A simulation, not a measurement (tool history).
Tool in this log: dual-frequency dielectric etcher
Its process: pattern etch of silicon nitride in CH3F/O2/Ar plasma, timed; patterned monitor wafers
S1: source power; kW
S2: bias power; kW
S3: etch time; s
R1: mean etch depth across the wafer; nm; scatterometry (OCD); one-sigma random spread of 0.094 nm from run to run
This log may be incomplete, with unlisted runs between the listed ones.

run    day    S1     S2  S3      R1
  1      0  0.41  0.086  42  28.774
  2  0.312  0.41  0.086  42  28.729
  3  0.529  0.41  0.079  42  27.224
  4   0.75  0.41  0.092  42  29.956
  5  1.075  0.39  0.091  42  28.819
  6  1.142  0.39  0.083  42  27.483
  7  1.279  0.38  0.083  42  26.915

The next listed run, before its measurement:
  8  1.6  0.38  0.083  42   ?

For run 8 the tool returned R1 26.975 nm.

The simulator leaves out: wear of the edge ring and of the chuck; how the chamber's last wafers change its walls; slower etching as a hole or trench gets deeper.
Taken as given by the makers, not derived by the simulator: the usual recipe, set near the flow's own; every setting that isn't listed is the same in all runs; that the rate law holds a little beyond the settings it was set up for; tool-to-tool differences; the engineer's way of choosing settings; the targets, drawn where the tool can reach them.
